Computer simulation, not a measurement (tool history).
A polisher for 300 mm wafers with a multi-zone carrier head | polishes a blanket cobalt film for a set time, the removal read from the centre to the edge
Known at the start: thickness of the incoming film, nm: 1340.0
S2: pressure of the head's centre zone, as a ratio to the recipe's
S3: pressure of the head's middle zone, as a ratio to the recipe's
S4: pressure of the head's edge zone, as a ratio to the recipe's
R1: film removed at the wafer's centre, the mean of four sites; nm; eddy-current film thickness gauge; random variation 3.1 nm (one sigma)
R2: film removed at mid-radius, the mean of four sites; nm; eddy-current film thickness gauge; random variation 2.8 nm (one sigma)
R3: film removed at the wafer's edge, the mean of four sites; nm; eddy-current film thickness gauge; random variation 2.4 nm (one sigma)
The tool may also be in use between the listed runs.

Run 1, hour 0.0: flow of slurry (ml/min) 285, S2 1.00, S3 1.00, S4 1.00, polishing time (s) 35. Result: R1 206.32 nm, R2 205.56 nm, R3 211.67 nm.
Run 2, hour 5.9: flow of slurry (ml/min) 290, S2 1.00, S3 1.03, S4 1.01, polishing time (s) 35. Result: R1 205.71 nm, R2 212.02 nm, R3 214.69 nm.
Run 3, hour 6.4: flow of slurry (ml/min) 325, S2 1.00, S3 1.03, S4 1.01, polishing time (s) 35. Result: R1 210.46 nm, R2 213.81 nm, R3 214.93 nm.
Run 4, hour 13.4: flow of slurry (ml/min) 325, S2 1.00, S3 1.05, S4 1.02, polishing time (s) 35. Result: R1 212.36 nm, R2 219.14 nm, R3 220.90 nm.
Run 5, hour 20.7: flow of slurry (ml/min) 380, S2 1.00, S3 1.05, S4 1.02, polishing time (s) 35. Result: R1 220.21 nm, R2 224.35 nm, R3 218.45 nm.
Run 6, hour 24.4: flow of slurry (ml/min) 380, S2 1.00, S3 1.05, S4 1.02, polishing time (s) 41. Result: R1 258.16 nm, R2 261.70 nm, R3 259.53 nm.
Run 7, hour 26.1: flow of slurry (ml/min) 375, S2 0.98, S3 1.05, S4 1.00, polishing time (s) 41. Result: R1 246.45 nm, R2 257.82 nm, R3 258.39 nm.
Run 8, hour 31.7: flow of slurry (ml/min) 375, S2 0.97, S3 1.06, S4 0.98, polishing time (s) 41. Result: R1 248.91 nm, R2 259.47 nm, R3 255.89 nm.

Run 9 comes next. What will it give?
Run 9, hour 33.4: flow of slurry (ml/min) 375, S2 0.96, S3 1.07, S4 0.97, polishing time (s) 41. Result: R1 ?, R2 ?, R3 ?.

R1: 250.75 nm
R2: 256.65 nm
R3: 253.31 nm
